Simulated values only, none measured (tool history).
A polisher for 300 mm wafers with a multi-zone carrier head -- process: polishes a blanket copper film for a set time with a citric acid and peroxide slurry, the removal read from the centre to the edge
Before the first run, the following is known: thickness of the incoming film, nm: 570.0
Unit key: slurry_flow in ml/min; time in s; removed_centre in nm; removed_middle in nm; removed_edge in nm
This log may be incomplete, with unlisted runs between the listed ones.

| run | hour | slurry_flow | centre_zone | middle_zone | edge_zone | slurry_solids | time | removed_centre | removed_middle | removed_edge |
|---|---|---|---|---|---|---|---|---|---|---|
| 1 | 0.0 | 175 | 1.00 | 1.00 | 1.00 | 1.00 | 31 | 92.084 | 93.227 | 92.385 |
| 2 | 7.1 | 175 | 1.00 | 1.08 | 1.00 | 1.00 | 31 | 90.521 | 99.026 | 92.661 |
| 3 | 12.6 | 170 | 1.01 | 1.05 | 0.95 | 0.85 | 28 | 82.655 | 85.159 | 78.151 |
| 4 | 19.4 | 170 | 1.05 | 1.05 | 0.95 | 0.85 | 28 | 83.509 | 84.286 | 78.927 |
| 5 | 21.1 | 170 | 1.05 | 1.05 | 0.95 | 0.70 | 28 | 80.602 | 82.934 | 76.145 |
| 6 | 24.7 | 170 | 1.05 | 1.10 | 0.95 | 0.70 | 28 | 80.213 | 86.238 | 77.421 |
| 7 | 29.1 | 160 | 1.00 | 1.00 | 0.85 | 0.50 | 22 | 58.980 | 59.007 | 55.526 |
| 8 | 34.0 | 170 | 1.01 | 1.00 | 0.85 | 0.50 | 22 | 58.907 | 59.691 | 55.556 |
| 9 | 38.3 | 175 | 1.03 | 1.00 | 0.85 | 0.50 | 22 | 61.903 | 60.180 | 55.505 |

Expected results for the next run?
| 10 | 42.4 | 180 | 1.03 | 1.00 | 0.86 | 0.50 | 22 | ? | ? | ? |

Run 10 gave removed_centre 62.230 nm, removed_middle 60.387 nm, removed_edge 56.115 nm.
